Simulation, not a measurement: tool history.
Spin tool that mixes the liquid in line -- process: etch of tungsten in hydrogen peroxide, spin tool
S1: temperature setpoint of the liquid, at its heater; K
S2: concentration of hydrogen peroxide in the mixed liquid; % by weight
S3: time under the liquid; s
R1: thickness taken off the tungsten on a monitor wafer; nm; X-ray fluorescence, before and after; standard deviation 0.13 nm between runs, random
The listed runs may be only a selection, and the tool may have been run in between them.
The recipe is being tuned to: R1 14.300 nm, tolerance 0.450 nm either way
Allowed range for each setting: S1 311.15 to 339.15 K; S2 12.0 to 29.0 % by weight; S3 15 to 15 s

run,day,S1,S2,S3,R1
1,0.000,327.15,19.5,15,27.024
2,0.242,327.15,19.5,15,27.309
3,0.275,325.65,19.5,15,24.475
4,0.467,325.65,19.5,15,24.632
5,0.696,324.65,19.5,15,23.419
6,1.004,324.65,16.5,15,21.469
7,1.283,323.65,16.5,15,20.019
8,1.550,317.15,16.5,15,13.479

Which single option among these 5 for the next run brings every result within its allowed miss of target? Just one does.
A,1.817,319.65,16.0,15,?
B,1.817,319.15,18.0,15,?
C,1.817,320.15,14.5,15,?
D,1.817,316.65,19.5,15,?
E,1.817,319.15,17.0,15,?

move,R1
A,15.460
B,15.893
C,15.184
D,14.126
E,15.445
A: carries the result that was furthest off beyond its target, to the other side
B: carries the result that was furthest off beyond its target, to the other side
C: carries the result that was furthest off beyond its target, to the other side
D: hits every target within its allowed miss
E: carries the result that was furthest off beyond its target, to the other side
Move D is the one to make.
